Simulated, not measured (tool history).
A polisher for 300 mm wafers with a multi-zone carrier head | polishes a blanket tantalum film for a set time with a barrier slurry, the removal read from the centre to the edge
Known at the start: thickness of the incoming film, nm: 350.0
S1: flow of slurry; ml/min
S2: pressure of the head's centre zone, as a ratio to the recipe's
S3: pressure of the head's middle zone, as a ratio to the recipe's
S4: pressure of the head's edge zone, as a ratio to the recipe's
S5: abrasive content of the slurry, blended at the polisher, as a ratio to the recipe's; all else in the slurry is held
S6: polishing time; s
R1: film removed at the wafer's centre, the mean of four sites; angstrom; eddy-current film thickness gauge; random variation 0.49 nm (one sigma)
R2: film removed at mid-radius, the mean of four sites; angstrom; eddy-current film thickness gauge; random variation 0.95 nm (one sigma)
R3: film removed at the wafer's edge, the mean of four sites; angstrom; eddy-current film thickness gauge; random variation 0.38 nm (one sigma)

run 1 hour=0 | S1=200 S2=1 S3=1 S4=1 S5=1 S6=73 | R1=885.2 R2=925.53 R3=888.32
run 2 hour=1.5 | S1=200 S2=1 S3=1 S4=1 S5=1.15 S6=73 | R1=918.35 R2=951.14 R3=929.93
run 3 hour=4.5 | S1=190 S2=0.97 S3=0.97 S4=0.96 S5=0.95 S6=71 | R1=799.52 R2=823.99 R3=815.55
run 4 hour=10.1 | S1=185 S2=0.95 S3=0.97 S4=0.92 S5=0.8 S6=71 | R1=716.2 R2=761.67 R3=732.14
run 5 hour=11.6 | S1=185 S2=0.95 S3=0.97 S4=0.98 S5=0.8 S6=71 | R1=719.82 R2=742.15 R3=748.31
run 6 hour=12.9 | S1=185 S2=0.95 S3=0.97 S4=0.91 S5=0.8 S6=71 | R1=724 R2=759.81 R3=723.98
run 7 hour=18.5 | S1=175 S2=0.93 S3=0.97 S4=0.88 S5=0.75 S6=71 | R1=670.06 R2=725.38 R3=687.31
run 8 hour=21.1 | S1=165 S2=0.93 S3=0.97 S4=0.86 S5=0.75 S6=71 | R1=670.27 R2=705.79 R3=675.74
run 9 hour=22.9 | S1=155 S2=0.92 S3=0.98 S4=0.84 S5=0.75 S6=71 | R1=643.84 R2=700.13 R3=662.52
run 10 hour=25.4 | S1=150 S2=0.92 S3=0.99 S4=0.83 S5=0.75 S6=71 | R1=639.67 R2=691.83 R3=645.12
run 11 hour=29.9 | S1=150 S2=0.92 S3=0.99 S4=0.83 S5=0.75 S6=71 | R1=651.84 R2=694.43 R3=650.19
run 12 hour=32.9 | S1=145 S2=0.91 S3=1 S4=0.82 S5=0.75 S6=71 | R1=625.9 R2=706.49 R3=644.78

The next listed run, before its measurement:
run 13 hour=36.2 | S1=130 S2=0.91 S3=0.98 S4=0.81 S5=0.7 S6=71 | R1=? R2=? R3=?

R1: 574.76 angstrom
R2: 628.2 angstrom
R3: 604.46 angstrom
